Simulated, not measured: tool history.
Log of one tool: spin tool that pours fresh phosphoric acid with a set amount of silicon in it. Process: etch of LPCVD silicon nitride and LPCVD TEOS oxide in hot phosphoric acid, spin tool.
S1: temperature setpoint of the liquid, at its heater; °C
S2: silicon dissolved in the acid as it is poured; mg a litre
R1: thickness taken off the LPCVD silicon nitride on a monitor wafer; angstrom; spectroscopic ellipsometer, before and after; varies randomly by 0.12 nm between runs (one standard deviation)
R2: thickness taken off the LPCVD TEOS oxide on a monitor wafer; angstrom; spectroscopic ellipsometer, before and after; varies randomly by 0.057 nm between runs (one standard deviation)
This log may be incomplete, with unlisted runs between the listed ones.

{"run": 1, "day": 0.0, "S1": 163, "S2": 15, "time under the liquid (s)": 180, "R1": 163.96, "R2": 3.9832}
{"run": 2, "day": 0.246, "S1": 163, "S2": 11, "time under the liquid (s)": 180, "R1": 165.04, "R2": 3.5378}
{"run": 3, "day": 0.438, "S1": 163, "S2": 11, "time under the liquid (s)": 225, "R1": 207.15, "R2": 5.1754}
{"run": 4, "day": 0.762, "S1": 164.5, "S2": 11, "time under the liquid (s)": 225, "R1": 215.47, "R2": 5.3777}
{"run": 5, "day": 1.058, "S1": 165, "S2": 14.5, "time under the liquid (s)": 240, "R1": 234.42, "R2": 4.1562}
{"run": 6, "day": 1.096, "S1": 165.5, "S2": 13, "time under the liquid (s)": 250, "R1": 248.28, "R2": 5.625}

Run 7 is up next; what results do you expect?
{"run": 7, "day": 1.354, "S1": 166, "S2": 14.5, "time under the liquid (s)": 260, "R1": "?", "R2": "?"}

{"run 7": {"R1": 264.13, "R2": 6.1744}}
